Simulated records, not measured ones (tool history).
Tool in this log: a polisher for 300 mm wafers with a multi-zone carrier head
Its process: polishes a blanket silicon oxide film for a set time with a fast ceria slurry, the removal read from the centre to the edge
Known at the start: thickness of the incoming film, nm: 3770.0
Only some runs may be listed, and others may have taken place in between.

run	hour	flow of slurry (ml/min)	pressure of the head's centre zone	pressure of the head's middle zone	pressure of the head's edge zone	polishing time (s)	film removed at the wafer's centre (angstrom)	film removed at mid-radius (angstrom)	film removed at the wafer's edge (angstrom)
1	0	150	1	1	1	57	5698.2	5867.4	5850.7
2	8.6	150	1	1.05	1	57	5750.6	6136.8	5887.9
3	11.7	145	0.99	1.03	0.98	53	5296.9	5596.3	5310.6
4	18.3	165	0.99	1.03	0.98	53	5330.2	5671.4	5486
5	25.6	165	0.99	1.06	0.98	53	5359.9	5750.3	5378.7
6	28.6	160	0.98	1.03	0.96	50	4922.6	5318.5	5075.5
7	34.7	155	0.98	1.01	0.94	48	4714.6	5068.5	4876.1
8	40.9	155	0.98	1.01	0.94	48	4705.3	5067.6	4877.4
9	49.3	150	0.99	1	0.92	46	4574	4766.4	4549.9
10	58	150	0.99	1	0.92	46	4599.2	4755.7	4576.7
11	59.6	145	0.98	0.99	0.9	45	4418.9	4561.7	4323.7
12	66	140	0.96	0.97	0.88	45	4250.5	4527.7	4389
13	71.2	125	0.99	0.97	0.86	32	3009.6	3115.3	3033.2
14	76.8	135	0.99	0.97	0.86	32	3109.1	3164	3041.5
15	85.2	145	0.98	0.97	0.87	32	3098.7	3243.9	3045.1
16	89	150	0.98	0.97	0.89	33	3238.7	3436.1	3155.3
17	96.8	145	0.98	0.97	0.89	34	3298.6	3439.6	3295.5

Run 18, settings as shown, results not yet in. Your forecast:
18	98	150	0.98	0.96	0.9	34	?	?	?

{"run 18": {"film removed at the wafer's centre (angstrom)": 3369.8, "film removed at mid-radius (angstrom)": 3422.6, "film removed at the wafer's edge (angstrom)": 3312.4}}
